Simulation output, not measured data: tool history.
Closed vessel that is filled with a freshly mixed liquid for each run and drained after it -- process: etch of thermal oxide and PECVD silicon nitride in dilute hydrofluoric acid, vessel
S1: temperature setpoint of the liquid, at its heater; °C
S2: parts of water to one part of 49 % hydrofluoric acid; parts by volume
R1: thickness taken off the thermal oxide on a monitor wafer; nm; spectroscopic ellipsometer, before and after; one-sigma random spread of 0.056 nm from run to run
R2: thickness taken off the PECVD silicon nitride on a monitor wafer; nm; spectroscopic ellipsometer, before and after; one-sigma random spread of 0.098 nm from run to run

Run 1, hour 0.0: S1 26.0 °C, S2 125 parts by volume, time in the liquid (s) 135. Result: R1 5.1223 nm, R2 5.9290 nm.
Run 2, hour 8.5: S1 26.0 °C, S2 165 parts by volume, time in the liquid (s) 135. Result: R1 3.6992 nm, R2 4.4375 nm.
Run 3, hour 11.9: S1 25.0 °C, S2 165 parts by volume, time in the liquid (s) 135. Result: R1 3.6062 nm, R2 4.2507 nm.
Run 4, hour 19.8: S1 25.0 °C, S2 130 parts by volume, time in the liquid (s) 135. Result: R1 4.7724 nm, R2 5.3000 nm.
Run 5, hour 27.1: S1 25.0 °C, S2 105 parts by volume, time in the liquid (s) 135. Result: R1 6.0980 nm, R2 6.6888 nm.
Run 6, hour 36.0: S1 25.0 °C, S2 85 parts by volume, time in the liquid (s) 135. Result: R1 7.7047 nm, R2 7.9452 nm.
Run 7, hour 44.6: S1 25.5 °C, S2 75 parts by volume, time in the liquid (s) 135. Result: R1 9.0753 nm, R2 9.4143 nm.
Run 8, hour 49.2: S1 25.5 °C, S2 70 parts by volume, time in the liquid (s) 135. Result: R1 9.7591 nm, R2 10.1290 nm.

Expected results for the next run?
Run 9, hour 58.3: S1 25.5 °C, S2 65 parts by volume, time in the liquid (s) 135. Result: R1 ?, R2 ?.

Run 9 gave R1 10.5710 nm, R2 10.9540 nm.
